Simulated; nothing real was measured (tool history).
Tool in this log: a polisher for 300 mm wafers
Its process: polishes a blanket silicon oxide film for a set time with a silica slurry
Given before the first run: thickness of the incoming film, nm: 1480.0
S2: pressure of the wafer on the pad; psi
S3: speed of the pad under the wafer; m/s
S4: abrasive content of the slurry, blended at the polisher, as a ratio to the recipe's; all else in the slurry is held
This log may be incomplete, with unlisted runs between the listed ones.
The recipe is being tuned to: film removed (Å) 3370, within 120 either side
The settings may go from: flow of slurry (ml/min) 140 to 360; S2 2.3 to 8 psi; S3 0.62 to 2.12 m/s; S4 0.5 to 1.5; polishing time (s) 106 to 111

Run 1, hour 0: flow of slurry (ml/min) 230, S2 5.1 psi, S3 1.36 m/s, S4 1, polishing time (s) 106. Result: film removed (Å) 2907.8.
Run 2, hour 3.2: flow of slurry (ml/min) 230, S2 5.1 psi, S3 1.36 m/s, S4 0.95, polishing time (s) 106. Result: film removed (Å) 2817.8.
Run 3, hour 9.7: flow of slurry (ml/min) 230, S2 5.1 psi, S3 1.36 m/s, S4 0.95, polishing time (s) 106. Result: film removed (Å) 2870.1.
Run 4, hour 16.8: flow of slurry (ml/min) 230, S2 5.3 psi, S3 1.36 m/s, S4 0.95, polishing time (s) 106. Result: film removed (Å) 2931.4.
Run 5, hour 21.5: flow of slurry (ml/min) 230, S2 5.5 psi, S3 1.36 m/s, S4 0.95, polishing time (s) 106. Result: film removed (Å) 3017.8.
At hour 22.4: conditioning disc replaced and pad reconditioned.
Run 6, hour 22.4: flow of slurry (ml/min) 230, S2 5.7 psi, S3 1.36 m/s, S4 0.95, polishing time (s) 106. Result: film removed (Å) 5251.
Run 7, hour 23.2: flow of slurry (ml/min) 225, S2 4.9 psi, S3 1.36 m/s, S4 0.95, polishing time (s) 106. Result: film removed (Å) 4521.
Run 8, hour 25: flow of slurry (ml/min) 230, S2 4.9 psi, S3 1.36 m/s, S4 0.95, polishing time (s) 106. Result: film removed (Å) 4655.1.
Run 9, hour 28.9: flow of slurry (ml/min) 220, S2 5.1 psi, S3 1.36 m/s, S4 0.95, polishing time (s) 106. Result: film removed (Å) 4675.1.
Run 10, hour 34.9: flow of slurry (ml/min) 225, S2 5.1 psi, S3 1.36 m/s, S4 0.95, polishing time (s) 106. Result: film removed (Å) 4689.6.
Run 11, hour 38.6: flow of slurry (ml/min) 230, S2 5.1 psi, S3 1.36 m/s, S4 0.95, polishing time (s) 106. Result: film removed (Å) 4697.
Run 12, hour 41.9: flow of slurry (ml/min) 215, S2 5.5 psi, S3 1.36 m/s, S4 0.95, polishing time (s) 106. Result: film removed (Å) 4973.7.
Run 13, hour 46.5: flow of slurry (ml/min) 225, S2 5.5 psi, S3 1.36 m/s, S4 0.95, polishing time (s) 106. Result: film removed (Å) 5059.8.
Run 14, hour 54.1: flow of slurry (ml/min) 225, S2 5.5 psi, S3 1.36 m/s, S4 0.95, polishing time (s) 106. Result: film removed (Å) 4943.8.
Run 15, hour 59.2: flow of slurry (ml/min) 235, S2 5.5 psi, S3 1.36 m/s, S4 0.95, polishing time (s) 106. Result: film removed (Å) 5080.2.
Run 16, hour 61: flow of slurry (ml/min) 185, S2 4.1 psi, S3 1.32 m/s, S4 0.95, polishing time (s) 106. Result: film removed (Å) 3636.1.
Run 17, hour 64.8: flow of slurry (ml/min) 190, S2 4.1 psi, S3 1.32 m/s, S4 0.95, polishing time (s) 106. Result: film removed (Å) 3724.3.
Run 18, hour 69.7: flow of slurry (ml/min) 195, S2 4.1 psi, S3 1.32 m/s, S4 0.95, polishing time (s) 106. Result: film removed (Å) 3689.9.
Run 19, hour 75.7: flow of slurry (ml/min) 200, S2 4.1 psi, S3 1.32 m/s, S4 0.95, polishing time (s) 106. Result: film removed (Å) 3700.8.
Run 20, hour 80.4: flow of slurry (ml/min) 205, S2 4.1 psi, S3 1.32 m/s, S4 0.95, polishing time (s) 106. Result: film removed (Å) 3744.5.
Run 21, hour 84.6: flow of slurry (ml/min) 215, S2 4.1 psi, S3 1.32 m/s, S4 0.95, polishing time (s) 106. Result: film removed (Å) 3678.
Run 22, hour 93.4: flow of slurry (ml/min) 225, S2 4.1 psi, S3 1.32 m/s, S4 0.95, polishing time (s) 106. Result: film removed (Å) 3724.3.
Run 23, hour 102.1: flow of slurry (ml/min) 230, S2 3.8 psi, S3 1.3 m/s, S4 0.95, polishing time (s) 106. Result: film removed (Å) 3478.5.
Run 24, hour 104.9: flow of slurry (ml/min) 235, S2 3.8 psi, S3 1.3 m/s, S4 0.95, polishing time (s) 106. Result: film removed (Å) 3494.1.

Of the 5 settings listed for the next run, only one would bring every result within its allowed miss of target. Which one?
Run A, hour 107.7: flow of slurry (ml/min) 300, S2 4.4 psi, S3 1.1 m/s, S4 1.05, polishing time (s) 111. Result: film removed (Å) ?.
Run B, hour 107.7: flow of slurry (ml/min) 240, S2 3.1 psi, S3 1.54 m/s, S4 0.9, polishing time (s) 108. Result: film removed (Å) ?.
Run C, hour 107.7: flow of slurry (ml/min) 230, S2 3.6 psi, S3 1.36 m/s, S4 1.15, polishing time (s) 111. Result: film removed (Å) ?.
Run D, hour 107.7: flow of slurry (ml/min) 250, S2 4.1 psi, S3 1.26 m/s, S4 1, polishing time (s) 108. Result: film removed (Å) ?.
Run E, hour 107.7: flow of slurry (ml/min) 285, S2 3.5 psi, S3 1.76 m/s, S4 0.65, polishing time (s) 106. Result: film removed (Å) ?.

move  film removed (Å)
   A            3848.7
   B            3346.6
   C            3829.1
   D            3788.1
   E              3697
A: its largest miss is bigger than the last run's
B: each result inside its tolerance
C: its largest miss is bigger than the last run's
D: its largest miss is bigger than the last run's
E: its largest miss is bigger than the last run's
Move B is the one to make.

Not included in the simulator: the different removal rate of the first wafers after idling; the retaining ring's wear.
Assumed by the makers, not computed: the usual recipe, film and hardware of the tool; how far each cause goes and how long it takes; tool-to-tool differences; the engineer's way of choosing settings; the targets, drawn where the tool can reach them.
